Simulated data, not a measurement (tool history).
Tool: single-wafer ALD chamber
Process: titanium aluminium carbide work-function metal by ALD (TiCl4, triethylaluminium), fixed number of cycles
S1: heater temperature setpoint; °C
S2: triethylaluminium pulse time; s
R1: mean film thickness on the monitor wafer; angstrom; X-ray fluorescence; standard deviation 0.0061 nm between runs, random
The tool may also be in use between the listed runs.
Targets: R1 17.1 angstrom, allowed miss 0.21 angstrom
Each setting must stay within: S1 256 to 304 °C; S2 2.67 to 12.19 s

run 1 day=0 | S1=280 S2=7.43 | R1=19.574
run 2 day=0.038 | S1=276 S2=7.2 | R1=19.046
run 3 day=0.15 | S1=272 S2=7.07 | R1=18.554
run 4 day=0.492 | S1=269 S2=7.02 | R1=18.158
run 5 day=0.646 | S1=269 S2=4.91 | R1=14.306
run 6 day=0.975 | S1=269 S2=3.42 | R1=7.7808
run 7 day=1.092 | S1=267 S2=3.96 | R1=10.715
run 8 day=1.329 | S1=265 S2=4.29 | R1=12.032
run 9 day=1.525 | S1=263 S2=4.47 | R1=12.61

4 next moves are on the table. One of them brings every result within its allowed miss. Which?
run A day=1.721 | S1=261 S2=6.21 | R1=?
run B day=1.721 | S1=268 S2=5.79 | R1=?
run C day=1.721 | S1=257 S2=6.12 | R1=?
run D day=1.721 | S1=273 S2=5.91 | R1=?

move=A R1=16.661
move=B R1=16.503
move=C R1=16.217
move=D R1=17.105
A: better than the last run, though not everything is in spec
B: better than the last run, though not everything is in spec
C: better than the last run, though not everything is in spec
D: every result lands within tolerance
D meets every target.

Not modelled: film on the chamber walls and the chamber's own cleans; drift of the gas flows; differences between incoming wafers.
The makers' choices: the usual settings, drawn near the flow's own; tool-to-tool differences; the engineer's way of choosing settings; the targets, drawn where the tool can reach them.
